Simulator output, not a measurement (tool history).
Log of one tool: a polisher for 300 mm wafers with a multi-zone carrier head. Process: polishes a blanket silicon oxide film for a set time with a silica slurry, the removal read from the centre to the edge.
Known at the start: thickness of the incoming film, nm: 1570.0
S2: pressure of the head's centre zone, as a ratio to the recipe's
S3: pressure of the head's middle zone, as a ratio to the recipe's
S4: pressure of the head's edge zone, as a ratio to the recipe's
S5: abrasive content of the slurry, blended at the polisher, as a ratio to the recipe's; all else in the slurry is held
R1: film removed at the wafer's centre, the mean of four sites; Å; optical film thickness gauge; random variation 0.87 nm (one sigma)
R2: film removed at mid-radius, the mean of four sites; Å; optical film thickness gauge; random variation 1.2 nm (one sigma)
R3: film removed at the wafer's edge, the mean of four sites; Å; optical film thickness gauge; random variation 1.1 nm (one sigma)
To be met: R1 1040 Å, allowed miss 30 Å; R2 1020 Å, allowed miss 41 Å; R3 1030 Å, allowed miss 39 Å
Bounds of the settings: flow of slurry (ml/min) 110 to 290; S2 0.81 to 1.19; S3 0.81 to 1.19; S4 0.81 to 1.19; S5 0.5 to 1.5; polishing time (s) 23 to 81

run 1 hour=0 | flow_of_slurry_(ml/min)=185 S2=1 S3=1 S4=1 S5=1 polishing_time_(s)=52 | R1=1497.6 R2=1508.3 R3=1506.8
run 2 hour=6.5 | flow_of_slurry_(ml/min)=185 S2=1 S3=1 S4=0.94 S5=1 polishing_time_(s)=52 | R1=1510 R2=1481.5 R3=1471.4
run 3 hour=12.6 | flow_of_slurry_(ml/min)=150 S2=1 S3=1 S4=0.94 S5=1 polishing_time_(s)=52 | R1=1415.4 R2=1424.3 R3=1437.7
run 4 hour=15.3 | flow_of_slurry_(ml/min)=185 S2=1 S3=1 S4=0.94 S5=1 polishing_time_(s)=52 | R1=1495.9 R2=1478.4 R3=1488.2
run 5 hour=19.2 | flow_of_slurry_(ml/min)=180 S2=1 S3=1 S4=0.93 S5=0.9 polishing_time_(s)=51 | R1=1406.2 R2=1366.5 R3=1339.1
run 6 hour=23.7 | flow_of_slurry_(ml/min)=180 S2=1 S3=1 S4=0.89 S5=0.9 polishing_time_(s)=51 | R1=1392.8 R2=1372.7 R3=1318.7
-- hour=29.8 worn pad replaced by a new one
run 7 hour=29.8 | flow_of_slurry_(ml/min)=175 S2=0.98 S3=0.97 S4=0.88 S5=0.8 polishing_time_(s)=51 | R1=1410.1 R2=1405.5 R3=1357.5
run 8 hour=33.1 | flow_of_slurry_(ml/min)=160 S2=0.99 S3=0.98 S4=0.92 S5=0.75 polishing_time_(s)=49 | R1=1283.1 R2=1285.9 R3=1246
run 9 hour=39.2 | flow_of_slurry_(ml/min)=150 S2=1 S3=0.97 S4=0.93 S5=0.7 polishing_time_(s)=47 | R1=1145.8 R2=1116.1 R3=1146
run 10 hour=45.7 | flow_of_slurry_(ml/min)=140 S2=1.01 S3=0.98 S4=0.93 S5=0.7 polishing_time_(s)=47 | R1=1178.7 R2=1149.7 R3=1126.2
run 11 hour=50.7 | flow_of_slurry_(ml/min)=140 S2=1.01 S3=0.98 S4=0.93 S5=0.7 polishing_time_(s)=47 | R1=1160.9 R2=1132.4 R3=1126.8
run 12 hour=57.9 | flow_of_slurry_(ml/min)=135 S2=1.01 S3=0.98 S4=0.94 S5=0.65 polishing_time_(s)=47 | R1=1078.4 R2=1066 R3=1059.2
run 13 hour=59.3 | flow_of_slurry_(ml/min)=130 S2=1.01 S3=0.98 S4=0.94 S5=0.65 polishing_time_(s)=47 | R1=1088.2 R2=1059.7 R3=1052.6

4 next moves are on the table. One of them brings every result within its allowed miss. Which?
run A hour=60.7 | flow_of_slurry_(ml/min)=160 S2=1.17 S3=1.03 S4=0.88 S5=0.6 polishing_time_(s)=46 | R1=? R2=? R3=?
run B hour=60.7 | flow_of_slurry_(ml/min)=155 S2=1.11 S3=0.91 S4=0.98 S5=0.75 polishing_time_(s)=39 | R1=? R2=? R3=?
run C hour=60.7 | flow_of_slurry_(ml/min)=120 S2=1.03 S3=1 S4=0.95 S5=0.55 polishing_time_(s)=52 | R1=? R2=? R3=?
run D hour=60.7 | flow_of_slurry_(ml/min)=140 S2=0.95 S3=1.08 S4=0.91 S5=0.65 polishing_time_(s)=46 | R1=? R2=? R3=?

move=A R1=1192.6 R2=1076.5 R3=996.72
move=B R1=1114.7 R2=952.51 R3=1028.3
move=C R1=1038.7 R2=1035.6 R3=1036.6
move=D R1=1015 R2=1154.1 R3=1047.9
A: further off than the last run
B: further off than the last run
C: meets every target
D: brings the result that was furthest off to its target, and leaves another outside
Answer: C

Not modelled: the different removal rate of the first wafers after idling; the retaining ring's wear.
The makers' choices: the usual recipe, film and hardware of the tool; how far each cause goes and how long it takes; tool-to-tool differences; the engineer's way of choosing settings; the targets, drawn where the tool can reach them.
